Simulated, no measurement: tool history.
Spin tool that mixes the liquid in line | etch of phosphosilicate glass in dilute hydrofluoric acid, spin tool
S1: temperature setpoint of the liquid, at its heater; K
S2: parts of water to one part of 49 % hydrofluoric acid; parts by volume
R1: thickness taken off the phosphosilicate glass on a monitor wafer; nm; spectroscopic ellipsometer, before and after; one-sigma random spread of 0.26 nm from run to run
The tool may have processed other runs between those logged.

run 1 day=0.000 | S1=297.15 S2=135 time_under_the_liquid_(s)=15 | R1=22.338
run 2 day=0.250 | S1=299.15 S2=135 time_under_the_liquid_(s)=15 | R1=24.082
run 3 day=0.579 | S1=299.15 S2=135 time_under_the_liquid_(s)=15 | R1=24.611
run 4 day=0.612 | S1=299.15 S2=135 time_under_the_liquid_(s)=15 | R1=24.190
run 5 day=0.717 | S1=299.15 S2=180 time_under_the_liquid_(s)=15 | R1=17.053
run 6 day=0.896 | S1=299.15 S2=180 time_under_the_liquid_(s)=15 | R1=17.577
run 7 day=1.058 | S1=300.65 S2=170 time_under_the_liquid_(s)=15 | R1=19.674

Run 8 has not been measured yet. What should we expect?
run 8 day=1.425 | S1=304.65 S2=125 time_under_the_liquid_(s)=15 | R1=?

R1: 32.838 nm
